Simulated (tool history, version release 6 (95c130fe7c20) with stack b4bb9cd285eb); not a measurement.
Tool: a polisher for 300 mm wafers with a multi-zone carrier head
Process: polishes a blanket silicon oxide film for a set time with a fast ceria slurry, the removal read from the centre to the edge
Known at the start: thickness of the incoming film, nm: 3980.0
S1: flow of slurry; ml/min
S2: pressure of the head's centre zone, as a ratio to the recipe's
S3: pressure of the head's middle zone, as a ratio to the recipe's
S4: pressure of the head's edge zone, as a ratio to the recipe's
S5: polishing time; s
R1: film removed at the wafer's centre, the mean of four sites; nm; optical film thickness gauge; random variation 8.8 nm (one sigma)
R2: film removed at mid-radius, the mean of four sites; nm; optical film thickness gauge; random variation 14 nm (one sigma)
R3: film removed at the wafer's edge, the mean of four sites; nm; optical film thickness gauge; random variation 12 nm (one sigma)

run 1 hour=0.0 | S1=255 S2=1.00 S3=1.00 S4=1.00 S5=72 | R1=1540.70 R2=1508.40 R3=1550.2
run 2 hour=5.1 | S1=245 S2=0.95 S3=0.96 S4=1.01 S5=67 | R1=1342.40 R2=1371.80 R3=1440.3
run 3 hour=9.2 | S1=235 S2=0.93 S3=0.92 S4=1.04 S5=63 | R1=1237.70 R2=1239.50 R3=1373.4
run 4 hour=16.1 | S1=235 S2=0.93 S3=0.88 S4=1.04 S5=63 | R1=1247.80 R2=1242.30 R3=1372.1
run 5 hour=24.4 | S1=235 S2=0.93 S3=0.84 S4=1.04 S5=63 | R1=1246.30 R2=1154.20 R3=1376.9
run 6 hour=32.2 | S1=235 S2=0.93 S3=0.84 S4=1.04 S5=50 | R1=990.41 R2=931.33 R3=1102.2
run 7 hour=39.1 | S1=235 S2=0.91 S3=0.84 S4=1.07 S5=50 | R1=948.64 R2=949.97 R3=1114.9

Forecast run 8:
run 8 hour=48.0 | S1=235 S2=0.91 S3=0.83 S4=1.09 S5=51 | R1=? R2=? R3=?

Run 8 gave R1 989.48 nm, R2 951.10 nm, R3 1151.2 nm.

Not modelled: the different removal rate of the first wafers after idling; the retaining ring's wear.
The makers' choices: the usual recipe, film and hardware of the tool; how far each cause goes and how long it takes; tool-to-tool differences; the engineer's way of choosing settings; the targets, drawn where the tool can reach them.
